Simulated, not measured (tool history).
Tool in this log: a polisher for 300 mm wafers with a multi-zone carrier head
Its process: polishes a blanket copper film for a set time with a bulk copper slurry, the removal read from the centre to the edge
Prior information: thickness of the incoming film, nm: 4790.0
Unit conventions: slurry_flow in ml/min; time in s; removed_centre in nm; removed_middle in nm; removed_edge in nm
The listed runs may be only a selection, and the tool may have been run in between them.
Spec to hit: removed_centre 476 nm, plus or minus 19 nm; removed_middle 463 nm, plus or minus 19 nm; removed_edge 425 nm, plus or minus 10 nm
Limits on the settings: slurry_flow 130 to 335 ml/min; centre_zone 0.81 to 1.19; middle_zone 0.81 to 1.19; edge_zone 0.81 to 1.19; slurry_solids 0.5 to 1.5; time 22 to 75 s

run 1 hour=0 | slurry_flow=215 centre_zone=1 middle_zone=1 edge_zone=1 slurry_solids=1 time=48 | removed_centre=537.21 removed_middle=523.33 removed_edge=533.44
run 2 hour=6.8 | slurry_flow=215 centre_zone=0.93 middle_zone=1 edge_zone=1 slurry_solids=1 time=48 | removed_centre=489.63 removed_middle=522 removed_edge=532.33
run 3 hour=10.9 | slurry_flow=210 centre_zone=0.94 middle_zone=1 edge_zone=0.97 slurry_solids=0.9 time=48 | removed_centre=496.19 removed_middle=512.7 removed_edge=510.54
run 4 hour=11.9 | slurry_flow=205 centre_zone=0.94 middle_zone=1 edge_zone=0.94 slurry_solids=0.85 time=48 | removed_centre=467.17 removed_middle=505.01 removed_edge=494.16
run 5 hour=14.9 | slurry_flow=205 centre_zone=0.94 middle_zone=1 edge_zone=0.94 slurry_solids=0.85 time=42 | removed_centre=422.29 removed_middle=439.66 removed_edge=424.94
run 6 hour=16.1 | slurry_flow=205 centre_zone=0.94 middle_zone=0.96 edge_zone=0.94 slurry_solids=0.85 time=42 | removed_centre=414.53 removed_middle=424.8 removed_edge=431.26
run 7 hour=20.6 | slurry_flow=210 centre_zone=0.95 middle_zone=0.97 edge_zone=0.93 slurry_solids=0.85 time=42 | removed_centre=422.53 removed_middle=431.81 removed_edge=428.23
run 8 hour=26.9 | slurry_flow=215 centre_zone=0.96 middle_zone=0.98 edge_zone=0.92 slurry_solids=0.85 time=42 | removed_centre=424.07 removed_middle=439.9 removed_edge=427.96
run 9 hour=34.8 | slurry_flow=220 centre_zone=0.98 middle_zone=0.99 edge_zone=0.92 slurry_solids=0.85 time=42 | removed_centre=437.67 removed_middle=448.2 removed_edge=429.9
run 10 hour=36.3 | slurry_flow=220 centre_zone=0.99 middle_zone=0.99 edge_zone=0.91 slurry_solids=0.85 time=42 | removed_centre=440.96 removed_middle=436.39 removed_edge=425.3
run 11 hour=40.6 | slurry_flow=225 centre_zone=1 middle_zone=1 edge_zone=0.91 slurry_solids=0.85 time=42 | removed_centre=446.9 removed_middle=453.31 removed_edge=429.6

Below are 5 possible settings for the next run. Only one of them brings all results inside the allowed miss of their targets. Which is it?
run A hour=44.9 | slurry_flow=235 centre_zone=1.05 middle_zone=1.19 edge_zone=0.88 slurry_solids=0.7 time=46 | removed_centre=? removed_middle=? removed_edge=?
run B hour=44.9 | slurry_flow=190 centre_zone=0.95 middle_zone=1.02 edge_zone=0.92 slurry_solids=0.8 time=44 | removed_centre=? removed_middle=? removed_edge=?
run C hour=44.9 | slurry_flow=290 centre_zone=0.99 middle_zone=1.05 edge_zone=0.99 slurry_solids=1.05 time=37 | removed_centre=? removed_middle=? removed_edge=?
run D hour=44.9 | slurry_flow=255 centre_zone=1.14 middle_zone=1.14 edge_zone=0.81 slurry_solids=0.9 time=41 | removed_centre=? removed_middle=? removed_edge=?
run E hour=44.9 | slurry_flow=200 centre_zone=1.01 middle_zone=0.97 edge_zone=0.81 slurry_solids=0.5 time=56 | removed_centre=? removed_middle=? removed_edge=?

move=A removed_centre=485.49 removed_middle=514.43 removed_edge=431.23
move=B removed_centre=428.46 removed_middle=454.36 removed_edge=434.75
move=C removed_centre=432.55 removed_middle=446.06 removed_edge=428.45
move=D removed_centre=518.58 removed_middle=490.57 removed_edge=407.72
move=E removed_centre=479.59 removed_middle=462.41 removed_edge=431.36
A: puts the biggest miss on target and leaves a different result outside tolerance
B: further off than the last run
C: further off than the last run
D: takes the result that was furthest off past its target
E: each result inside its tolerance
Go with E: it meets all targets.
